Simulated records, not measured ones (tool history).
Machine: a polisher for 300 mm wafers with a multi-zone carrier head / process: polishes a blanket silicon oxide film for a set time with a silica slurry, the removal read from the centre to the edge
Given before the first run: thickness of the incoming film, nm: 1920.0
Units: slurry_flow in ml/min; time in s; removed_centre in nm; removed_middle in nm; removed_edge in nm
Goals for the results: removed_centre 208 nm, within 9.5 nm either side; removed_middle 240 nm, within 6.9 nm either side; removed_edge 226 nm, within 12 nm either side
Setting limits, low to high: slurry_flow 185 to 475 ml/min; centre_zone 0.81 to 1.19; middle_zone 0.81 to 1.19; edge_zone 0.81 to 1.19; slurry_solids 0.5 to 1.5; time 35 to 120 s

run  hour  slurry_flow  centre_zone  middle_zone  edge_zone  slurry_solids  time  removed_centre  removed_middle  removed_edge
  1     0          305            1            1          1              1    77          292.68          286.45        300.45
  2   1.7          245            1            1          1              1    77          278.73          279.32        284.62
  3   6.2          235         0.98            1       0.98           0.95    77             261          273.49        275.37
  4   8.4          225         0.97            1       0.96            0.9    77          250.79          259.37        266.86
  5  15.7          225         0.97            1          1            0.9    77          246.98          261.43        266.71
  6  17.6          215         0.97         1.01       0.99           0.85    77          244.55          255.67        253.77
     20.9  -- worn pad replaced by a new one
  7  20.9          215         0.97         1.01       0.99           0.85    77          277.89          284.11        281.22
  8  23.2          210         0.95         1.01       0.96            0.8    76             252          267.96        268.23

Next run, 4 choices. One meets every target within its allowed miss, the rest don't. Which?
  A  25.5          200         0.81          1.1       0.99           0.95    74               ?               ?             ?
  B  25.5          265         1.08         0.95       1.07            0.5   110               ?               ?             ?
  C  25.5          260         0.88         0.89       0.81           0.95    82               ?               ?             ?
  D  25.5          185         0.91         1.07       0.92            0.7    74               ?               ?             ?

move  removed_centre  removed_middle  removed_edge
   A          235.37          311.32        301.75
   B          258.77          233.61        256.17
   C          290.49          311.04        310.87
   D          207.87          240.48        229.61
A: further off than the last run
B: further off than the last run
C: further off than the last run
D: in spec on every target
Correct choice: D, which meets every target
